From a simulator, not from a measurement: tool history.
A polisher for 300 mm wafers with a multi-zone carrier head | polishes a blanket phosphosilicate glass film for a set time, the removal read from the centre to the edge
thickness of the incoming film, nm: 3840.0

run,day,flow of slurry (ml/min),pressure of the head's centre zone,pressure of the head's middle zone,pressure of the head's edge zone,abrasive content of the slurry,polishing time (s),film removed at the wafer's centre (angstrom),film removed at mid-radius (angstrom),film removed at the wafer's edge (angstrom)
1,0.000,235,1.00,1.00,1.00,1.00,89,4486.0,4414.7,4377.0
2,0.196,235,1.08,1.00,1.00,1.00,89,4850.8,4378.7,4427.7
3,0.317,285,1.08,1.00,1.00,1.00,89,4939.1,4518.8,4441.2
4,0.654,285,1.04,1.00,1.00,1.00,89,4747.2,4433.5,4520.3
5,0.833,285,1.04,1.07,1.00,1.00,89,4823.3,4803.6,4506.5
6,0.983,305,1.04,1.07,1.00,1.00,89,4865.9,4867.1,4496.8
7,1.258,305,1.02,1.06,1.02,1.05,89,4911.9,4845.0,4651.0
8,1.429,305,1.00,1.06,1.03,1.10,89,4869.6,5056.8,4913.1
9,1.604,305,1.00,1.06,1.04,1.10,89,4875.6,4887.5,4820.9

Run 10 comes next. What will it give?
10,1.812,305,0.99,1.06,1.05,1.15,89,?,?,?

{"run 10": {"film removed at the wafer's centre (angstrom)": 4917.9, "film removed at mid-radius (angstrom)": 5056.2, "film removed at the wafer's edge (angstrom)": 4976.6}}
